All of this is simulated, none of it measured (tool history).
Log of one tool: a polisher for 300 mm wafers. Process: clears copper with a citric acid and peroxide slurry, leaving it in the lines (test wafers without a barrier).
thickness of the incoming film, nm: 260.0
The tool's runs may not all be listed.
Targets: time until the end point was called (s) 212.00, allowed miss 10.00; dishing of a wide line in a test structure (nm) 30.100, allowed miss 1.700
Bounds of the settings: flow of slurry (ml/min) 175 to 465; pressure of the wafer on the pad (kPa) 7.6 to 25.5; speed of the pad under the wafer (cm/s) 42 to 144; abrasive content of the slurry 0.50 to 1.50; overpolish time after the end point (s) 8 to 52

run	hour	flow of slurry (ml/min)	pressure of the wafer on the pad (kPa)	speed of the pad under the wafer (cm/s)	abrasive content of the slurry	overpolish time after the end point (s)	time until the end point was called (s)	dishing of a wide line in a test structure (nm)
1	0.0	295	16.5	92	1.00	26	132.48	35.384
2	2.6	295	15.9	92	1.00	27	135.49	35.245
3	5.8	295	15.2	92	1.00	28	141.27	36.136
4	12.3	295	15.2	72	1.00	28	170.61	31.886
5	20.9	295	12.4	72	1.00	28	200.22	26.478
6	23.5	330	12.4	72	1.00	28	195.74	26.227
7	25.8	325	12.4	72	1.00	29	199.41	28.026
8	34.3	325	11.7	70	1.00	31	213.54	27.270

Which of these 5 next moves meets every target?
A	42.8	335	12.4	72	0.90	24	?	?
B	42.8	350	12.4	70	0.90	26	?	?
C	42.8	290	11.0	76	1.10	35	?	?
D	42.8	400	10.3	78	1.20	26	?	?
E	42.8	320	13.8	48	0.85	31	?	?

move	time until the end point was called (s)	dishing of a wide line in a test structure (nm)
A	203.99	23.353
B	206.67	24.789
C	217.09	30.542
D	219.91	23.251
E	229.93	26.512
A: further off than the last run
B: further off than the last run
C: meets every target
D: further off than the last run
E: further off than the last run
The right move is C.
